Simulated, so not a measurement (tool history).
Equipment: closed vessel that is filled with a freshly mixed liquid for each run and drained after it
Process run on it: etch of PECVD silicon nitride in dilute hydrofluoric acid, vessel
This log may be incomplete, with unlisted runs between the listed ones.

run,hour,temperature setpoint of the liquid (C),parts of water to one part of 49 % hydrofluoric acid (parts by volume),time in the liquid (s),thickness taken off the PECVD silicon nitride on a monitor wafer (angstrom)
1,0.0,24.0,245,2560,571.07
2,5.0,22.5,255,2560,502.50
3,10.9,21.5,265,2560,452.07
4,17.4,20.5,270,2560,422.21
5,20.5,20.0,275,2560,396.16
6,29.0,18.5,275,2560,367.13
7,37.9,18.0,280,2560,343.27
8,43.8,18.0,280,2560,347.33

Run 9 comes next. What will it give?
9,50.4,17.5,285,2560,?

{"run 9": {"thickness taken off the PECVD silicon nitride on a monitor wafer (angstrom)": 326.91}}
